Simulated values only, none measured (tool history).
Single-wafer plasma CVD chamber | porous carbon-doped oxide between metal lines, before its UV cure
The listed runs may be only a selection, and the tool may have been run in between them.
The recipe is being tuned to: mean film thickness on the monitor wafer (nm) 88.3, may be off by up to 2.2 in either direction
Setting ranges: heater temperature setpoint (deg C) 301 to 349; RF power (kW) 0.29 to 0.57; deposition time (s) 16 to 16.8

| run | hour | heater temperature setpoint (deg C) | RF power (kW) | deposition time (s) | mean film thickness on the monitor wafer (nm) |
|---|---|---|---|---|---|
| 1 | 0 | 325 | 0.43 | 16.8 | 75.203 |
| 2 | 5.7 | 332 | 0.43 | 16.8 | 72.829 |
| 3 | 10.6 | 327 | 0.445 | 16.8 | 77.545 |
| 4 | 12.4 | 327 | 0.405 | 16.8 | 71.383 |
| 5 | 20.3 | 327 | 0.405 | 16 | 67.661 |
| 6 | 28.3 | 323 | 0.425 | 16.1 | 72.345 |
| 7 | 31.1 | 321 | 0.44 | 16.2 | 75.714 |
| 8 | 38 | 319 | 0.45 | 16.2 | 78.641 |

Consider the 5 candidate settings below. Which is the only one whose results all fall within their allowed miss of target?
| A | 44.9 | 313 | 0.485 | 16.6 | ? |
| B | 44.9 | 313 | 0.4 | 16 | ? |
| C | 44.9 | 319 | 0.475 | 16.5 | ? |
| D | 44.9 | 312 | 0.5 | 16.8 | ? |
| E | 44.9 | 316 | 0.47 | 16.4 | ? |

| move | mean film thickness on the monitor wafer (nm) |
|---|---|
| A | 88.398 |
| B | 72.743 |
| C | 83.5 |
| D | 92.017 |
| E | 83.827 |
A: in spec on every target
B: misses by more than the last run did
C: moves toward the targets from the last run without getting all of them in spec
D: the result that was furthest off in the last run now lies on the other side of its target
E: moves toward the targets from the last run without getting all of them in spec
Move A is the one to make.
